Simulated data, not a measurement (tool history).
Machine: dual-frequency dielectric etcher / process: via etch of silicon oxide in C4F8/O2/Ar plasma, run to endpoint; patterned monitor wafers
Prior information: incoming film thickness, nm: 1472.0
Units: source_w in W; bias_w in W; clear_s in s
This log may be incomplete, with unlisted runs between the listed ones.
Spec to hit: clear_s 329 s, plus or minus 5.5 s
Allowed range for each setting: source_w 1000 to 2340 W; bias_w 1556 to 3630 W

{"run": 1, "day": 0.0, "source_w": 1670, "bias_w": 2593, "clear_s": 300.35}
{"run": 2, "day": 0.321, "source_w": 1600, "bias_w": 2575, "clear_s": 308.28}
{"run": 3, "day": 0.558, "source_w": 1790, "bias_w": 2575, "clear_s": 293.06}
{"run": 4, "day": 0.917, "source_w": 1510, "bias_w": 2575, "clear_s": 318.99}
{"run": 5, "day": 1.229, "source_w": 1490, "bias_w": 2572, "clear_s": 322.33}
{"run": 6, "day": 1.512, "source_w": 1210, "bias_w": 2572, "clear_s": 359.73}
{"run": 7, "day": 1.608, "source_w": 1260, "bias_w": 2579, "clear_s": 351.65}
{"run": 8, "day": 1.954, "source_w": 1290, "bias_w": 2584, "clear_s": 343.47}
{"run": 9, "day": 2.321, "source_w": 1310, "bias_w": 2588, "clear_s": 342.73}
{"run": 10, "day": 2.6, "source_w": 1330, "bias_w": 2591, "clear_s": 340.24}
{"run": 11, "day": 2.95, "source_w": 1350, "bias_w": 2594, "clear_s": 337.88}
{"run": 12, "day": 2.979, "source_w": 1360, "bias_w": 2596, "clear_s": 337.79}

Of the 5 settings listed for the next run, only one would bring every result within its allowed miss of target. Which one?
{"run": "A", "day": 3.008, "source_w": 1240, "bias_w": 2823, "clear_s": "?"}
{"run": "B", "day": 3.008, "source_w": 1260, "bias_w": 2961, "clear_s": "?"}
{"run": "C", "day": 3.008, "source_w": 1360, "bias_w": 2481, "clear_s": "?"}
{"run": "D", "day": 3.008, "source_w": 1480, "bias_w": 2161, "clear_s": "?"}
{"run": "E", "day": 3.008, "source_w": 1320, "bias_w": 2622, "clear_s": "?"}

move=A clear_s=339.27
move=B clear_s=329.58
move=C clear_s=340.81
move=D clear_s=345.57
move=E clear_s=338.31
A: moves away from the targets compared with the last run
B: meets every target
C: moves away from the targets compared with the last run
D: moves away from the targets compared with the last run
E: moves away from the targets compared with the last run
So the answer is move B, the one that meets all the targets.
